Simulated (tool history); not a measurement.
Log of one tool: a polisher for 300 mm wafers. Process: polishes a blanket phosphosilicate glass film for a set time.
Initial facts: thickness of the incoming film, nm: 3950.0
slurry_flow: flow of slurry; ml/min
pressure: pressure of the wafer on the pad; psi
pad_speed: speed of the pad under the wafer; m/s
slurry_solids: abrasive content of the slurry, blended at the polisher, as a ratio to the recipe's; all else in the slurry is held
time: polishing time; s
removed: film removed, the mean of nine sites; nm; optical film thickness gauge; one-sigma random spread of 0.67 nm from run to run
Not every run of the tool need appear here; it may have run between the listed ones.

run  hour  slurry_flow  pressure  pad_speed  slurry_solids  time  removed
  1   0.0          180       2.2       1.08           1.00    39  220.020
  2   7.2          155       1.8       0.88           0.85    38  132.500
  3  10.2          150       1.5       0.74           0.80    37   87.078
  4  13.7          185       1.5       0.74           0.80    37   90.097
  5  15.2          185       1.3       0.66           0.80    37   73.939
  6  24.0          185       1.8       0.66           0.80    37   98.107
  7  32.7          180       1.2       0.48           0.75    37   50.370

Forecast run 8:
  8  33.7          185       1.2       0.48           0.75    37        ?

Run 8 measured removed 50.078 nm.
